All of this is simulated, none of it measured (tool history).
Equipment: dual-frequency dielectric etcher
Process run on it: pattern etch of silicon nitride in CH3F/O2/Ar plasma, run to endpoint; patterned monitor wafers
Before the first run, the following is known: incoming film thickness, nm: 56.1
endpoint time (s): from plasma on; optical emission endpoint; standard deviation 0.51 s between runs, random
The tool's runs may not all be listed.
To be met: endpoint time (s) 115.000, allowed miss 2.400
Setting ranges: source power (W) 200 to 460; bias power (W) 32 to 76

run,hour,source power (W),bias power (W),endpoint time (s)
1,0.0,330,54,94.973
2,1.9,330,46,99.136
3,8.1,280,46,108.050
4,9.0,270,46,109.480
5,10.4,270,53,106.630
6,11.3,260,53,107.310
7,16.1,250,53,109.340
8,20.6,240,53,111.760

Below are 4 possible settings for the next run. Only one of them brings all results inside the allowed miss of their targets. Which is it?
A,25.1,230,51,?
B,25.1,270,54,?
C,25.1,250,52,?
D,25.1,280,48,?

move,endpoint time (s)
A,116.120
B,105.070
C,110.510
D,106.720
A: all results in spec
B: lands further from the targets than the last run did
C: lands further from the targets than the last run did
D: lands further from the targets than the last run did
So the answer is move A, the one that meets all the targets.
